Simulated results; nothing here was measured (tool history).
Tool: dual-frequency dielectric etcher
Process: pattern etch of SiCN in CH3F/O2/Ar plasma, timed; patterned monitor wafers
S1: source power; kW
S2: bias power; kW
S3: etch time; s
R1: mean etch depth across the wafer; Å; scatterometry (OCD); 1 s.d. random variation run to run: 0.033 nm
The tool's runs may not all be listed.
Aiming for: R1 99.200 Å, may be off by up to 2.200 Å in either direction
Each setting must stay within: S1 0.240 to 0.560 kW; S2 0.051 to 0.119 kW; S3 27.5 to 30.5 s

run,hour,S1,S2,S3,R1
1,0.0,0.400,0.085,30.5,118.040
2,7.2,0.430,0.085,30.5,121.470
3,11.4,0.390,0.081,30.5,114.340
4,20.0,0.340,0.081,30.5,106.610
5,23.9,0.330,0.080,30.5,104.100
6,28.4,0.330,0.093,30.5,109.730
7,34.2,0.310,0.092,30.5,104.430
8,41.3,0.310,0.092,30.5,104.870
9,48.9,0.300,0.092,30.5,102.440

Below are 4 possible settings for the next run. Only one of them brings all results inside the allowed miss of their targets. Which is it?
A,56.5,0.290,0.074,30.0,?
B,56.5,0.290,0.093,28.5,?
C,56.5,0.280,0.096,29.0,?
D,56.5,0.310,0.086,29.5,?

move,R1
A,93.019
B,94.320
C,94.899
D,99.167
A: takes the result that was furthest off past its target
B: takes the result that was furthest off past its target
C: takes the result that was furthest off past its target
D: all results land within tolerance of their targets
The move that meets every target is D.
